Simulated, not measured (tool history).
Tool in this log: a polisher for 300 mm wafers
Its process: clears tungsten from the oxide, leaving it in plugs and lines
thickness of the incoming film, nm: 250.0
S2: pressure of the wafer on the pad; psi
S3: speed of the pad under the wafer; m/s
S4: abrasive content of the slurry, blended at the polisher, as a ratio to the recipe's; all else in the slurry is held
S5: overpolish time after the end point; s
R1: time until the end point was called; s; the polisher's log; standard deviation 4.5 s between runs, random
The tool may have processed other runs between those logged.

Run 1, hour 0: flow of slurry (ml/min) 240, S2 2.6 psi, S3 0.94 m/s, S4 1, S5 5 s. Result: R1 89.976 s.
Run 2, hour 3.1: flow of slurry (ml/min) 240, S2 2.3 psi, S3 0.86 m/s, S4 1, S5 5 s. Result: R1 111.31 s.
Run 3, hour 7.9: flow of slurry (ml/min) 240, S2 2.3 psi, S3 0.86 m/s, S4 0.95, S5 5 s. Result: R1 110.78 s.
Run 4, hour 10.5: flow of slurry (ml/min) 240, S2 2.1 psi, S3 0.8 m/s, S4 0.95, S5 5 s. Result: R1 132.32 s.
Run 5, hour 11.8: flow of slurry (ml/min) 240, S2 1.9 psi, S3 0.76 m/s, S4 0.95, S5 5 s. Result: R1 151.64 s.
Run 6, hour 13.1: flow of slurry (ml/min) 240, S2 1.9 psi, S3 0.64 m/s, S4 0.95, S5 5 s. Result: R1 176.3 s.
Run 7, hour 19.4: flow of slurry (ml/min) 240, S2 1.9 psi, S3 0.64 m/s, S4 0.95, S5 5 s. Result: R1 177.88 s.
Run 8, hour 23.7: flow of slurry (ml/min) 240, S2 1.9 psi, S3 0.64 m/s, S4 0.95, S5 5 s. Result: R1 173.8 s.
Run 9, hour 32.5: flow of slurry (ml/min) 240, S2 1.2 psi, S3 0.56 m/s, S4 0.95, S5 5 s. Result: R1 298.83 s.

Forecast run 10:
Run 10, hour 39.3: flow of slurry (ml/min) 240, S2 1.3 psi, S3 0.56 m/s, S4 0.95, S5 5 s. Result: R1 ?.

R1: 278.65 s

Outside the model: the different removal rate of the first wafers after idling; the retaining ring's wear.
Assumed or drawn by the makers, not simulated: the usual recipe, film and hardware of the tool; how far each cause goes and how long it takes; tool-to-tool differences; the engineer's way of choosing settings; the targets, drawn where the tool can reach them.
